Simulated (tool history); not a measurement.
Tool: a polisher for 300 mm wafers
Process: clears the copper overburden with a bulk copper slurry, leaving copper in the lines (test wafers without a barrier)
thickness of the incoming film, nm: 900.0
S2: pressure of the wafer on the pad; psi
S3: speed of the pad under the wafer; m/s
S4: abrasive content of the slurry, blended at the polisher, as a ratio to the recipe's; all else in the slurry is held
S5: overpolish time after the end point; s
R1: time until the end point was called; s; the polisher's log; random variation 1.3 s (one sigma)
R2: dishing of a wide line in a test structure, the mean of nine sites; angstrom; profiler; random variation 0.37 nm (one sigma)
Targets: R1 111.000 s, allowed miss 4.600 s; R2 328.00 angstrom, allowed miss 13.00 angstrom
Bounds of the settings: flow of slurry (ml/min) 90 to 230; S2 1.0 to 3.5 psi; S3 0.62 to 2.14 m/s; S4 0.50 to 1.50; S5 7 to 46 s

run 1 day=0.000 | flow_of_slurry_(ml/min)=150 S2=2.2 S3=1.38 S4=1.00 S5=24 | R1=80.265 R2=896.15
run 2 day=0.154 | flow_of_slurry_(ml/min)=155 S2=1.8 S3=1.40 S4=1.05 S5=19 | R1=94.085 R2=722.42
run 3 day=0.200 | flow_of_slurry_(ml/min)=155 S2=2.0 S3=1.40 S4=1.05 S5=19 | R1=86.465 R2=785.53
run 4 day=0.575 | flow_of_slurry_(ml/min)=155 S2=2.0 S3=1.40 S4=1.25 S5=19 | R1=84.216 R2=791.52
-- day=0.783 worn pad replaced by a new one
run 5 day=0.783 | flow_of_slurry_(ml/min)=180 S2=1.7 S3=1.44 S4=1.00 S5=15 | R1=90.230 R2=656.23
run 6 day=1.054 | flow_of_slurry_(ml/min)=195 S2=1.5 S3=1.42 S4=0.85 S5=13 | R1=104.230 R2=546.39
run 7 day=1.171 | flow_of_slurry_(ml/min)=205 S2=1.3 S3=1.48 S4=0.75 S5=11 | R1=112.810 R2=456.22
run 8 day=1.208 | flow_of_slurry_(ml/min)=215 S2=1.2 S3=1.56 S4=0.65 S5=10 | R1=116.610 R2=415.33

5 next moves are on the table. One of them brings every result within its allowed miss. Which?
run A day=1.246 | flow_of_slurry_(ml/min)=230 S2=1.0 S3=1.70 S4=0.55 S5=7 | R1=? R2=?
run B day=1.246 | flow_of_slurry_(ml/min)=200 S2=1.2 S3=1.46 S4=0.55 S5=17 | R1=? R2=?
run C day=1.246 | flow_of_slurry_(ml/min)=190 S2=1.4 S3=1.62 S4=0.80 S5=16 | R1=? R2=?
run D day=1.246 | flow_of_slurry_(ml/min)=220 S2=1.0 S3=1.78 S4=0.50 S5=7 | R1=? R2=?
run E day=1.246 | flow_of_slurry_(ml/min)=190 S2=1.1 S3=1.84 S4=0.50 S5=7 | R1=? R2=?

move=A R1=130.390 R2=295.15
move=B R1=130.520 R2=541.82
move=C R1=99.006 R2=626.11
move=D R1=126.490 R2=302.01
move=E R1=114.610 R2=328.85
A: takes the result that was furthest off past its target
B: further off than the last run
C: further off than the last run
D: takes the result that was furthest off past its target
E: meets every target
The right move is E.
